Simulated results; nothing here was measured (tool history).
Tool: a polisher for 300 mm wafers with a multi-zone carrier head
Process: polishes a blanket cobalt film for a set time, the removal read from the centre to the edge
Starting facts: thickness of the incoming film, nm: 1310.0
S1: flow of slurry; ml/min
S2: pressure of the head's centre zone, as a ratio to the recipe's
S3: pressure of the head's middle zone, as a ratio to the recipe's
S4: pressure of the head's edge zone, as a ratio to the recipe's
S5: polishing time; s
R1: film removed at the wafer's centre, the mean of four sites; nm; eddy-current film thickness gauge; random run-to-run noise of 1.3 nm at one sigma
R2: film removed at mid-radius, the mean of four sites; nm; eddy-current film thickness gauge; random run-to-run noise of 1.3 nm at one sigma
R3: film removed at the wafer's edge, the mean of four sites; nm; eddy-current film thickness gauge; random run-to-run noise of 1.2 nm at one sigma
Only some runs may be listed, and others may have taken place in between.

Run 1, hour 0: S1 170 ml/min, S2 1, S3 1, S4 1, S5 51 s. Result: R1 192.95 nm, R2 195.11 nm, R3 200.79 nm.
Run 2, hour 0.6: S1 170 ml/min, S2 1, S3 1, S4 1, S5 59 s. Result: R1 228.91 nm, R2 225.52 nm, R3 229.8 nm.
Run 3, hour 2.3: S1 170 ml/min, S2 1, S3 1.06, S4 1, S5 59 s. Result: R1 227.21 nm, R2 233.43 nm, R3 233.59 nm.
Run 4, hour 11.3: S1 170 ml/min, S2 1, S3 1.06, S4 0.92, S5 59 s. Result: R1 222.57 nm, R2 232.65 nm, R3 222.59 nm.
Run 5, hour 14.5: S1 170 ml/min, S2 1, S3 1.06, S4 0.92, S5 64 s. Result: R1 244.19 nm, R2 256.99 nm, R3 239.66 nm.
Run 6, hour 18: S1 170 ml/min, S2 1, S3 1.06, S4 0.99, S5 64 s. Result: R1 243.7 nm, R2 252.57 nm, R3 251.64 nm.
Run 7, hour 22.6: S1 155 ml/min, S2 0.96, S3 1.06, S4 0.97, S5 53 s. Result: R1 191.52 nm, R2 204.12 nm, R3 197.64 nm.
Run 8, hour 29.2: S1 105 ml/min, S2 0.86, S3 1.13, S4 1.07, S5 39 s. Result: R1 106.74 nm, R2 138.76 nm, R3 142.94 nm.
Run 9, hour 35.8: S1 105 ml/min, S2 0.86, S3 1.13, S4 1.04, S5 37 s. Result: R1 103.1 nm, R2 131.25 nm, R3 132.91 nm.
Run 10, hour 39.5: S1 105 ml/min, S2 0.85, S3 1.13, S4 1.02, S5 36 s. Result: R1 97.652 nm, R2 127.4 nm, R3 126.51 nm.
Run 11, hour 40.4: S1 105 ml/min, S2 0.85, S3 1.12, S4 1, S5 36 s. Result: R1 96.837 nm, R2 126.55 nm, R3 127.53 nm.
Run 12, hour 44.8: S1 105 ml/min, S2 0.85, S3 1.12, S4 0.97, S5 35 s. Result: R1 94.223 nm, R2 123.85 nm, R3 122.47 nm.
At hour 50.3: slurry nozzle cleaned.
Run 13, hour 50.3: S1 105 ml/min, S2 0.86, S3 1.11, S4 0.88, S5 33 s. Result: R1 108.57 nm, R2 133.53 nm, R3 119.44 nm.

Run 14 comes next. What will it give?
Run 14, hour 52.9: S1 105 ml/min, S2 0.85, S3 1.11, S4 0.89, S5 32 s. Result: R1 ?, R2 ?, R3 ?.

Run 14 came out at R1 102.37 nm, R2 130.34 nm, R3 116.12 nm.
